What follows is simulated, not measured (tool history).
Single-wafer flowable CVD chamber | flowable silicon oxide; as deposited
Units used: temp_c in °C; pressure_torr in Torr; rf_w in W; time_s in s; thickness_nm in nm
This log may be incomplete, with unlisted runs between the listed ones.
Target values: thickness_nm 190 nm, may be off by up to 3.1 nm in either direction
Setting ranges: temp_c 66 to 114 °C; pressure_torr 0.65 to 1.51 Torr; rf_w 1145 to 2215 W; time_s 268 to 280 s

run,hour,temp_c,pressure_torr,rf_w,time_s,thickness_nm
1,0,90,1.08,1680,280,336.55
2,8.5,92,1.08,1680,280,314.11
3,12.6,94,1.08,1680,280,288.63
4,15.5,94,1.08,1680,268,276.04
5,22.9,95,1.08,1680,268,265.09
6,27.4,95,1.08,1680,280,278.17
7,36.4,107,1.08,1680,280,175.88
8,40.6,106,1.08,1680,280,183.39
9,48.1,106,1.08,1680,280,184.26

Exercise: of the 4 proposed moves below, exactly one satisfies all targets within the stated allowed misses. Which move is it?
A,55.6,107,1.17,1605,268,?
B,55.6,99,0.87,1980,268,?
C,55.6,105,1.05,1675,280,?
D,55.6,106,1.04,1720,280,?

move,thickness_nm
A,179.95
B,188.59
C,184
D,176.6
A: further off than the last run
B: in spec on every target
C: just as far off the targets as the last run
D: further off than the last run
Move B is the one to make.

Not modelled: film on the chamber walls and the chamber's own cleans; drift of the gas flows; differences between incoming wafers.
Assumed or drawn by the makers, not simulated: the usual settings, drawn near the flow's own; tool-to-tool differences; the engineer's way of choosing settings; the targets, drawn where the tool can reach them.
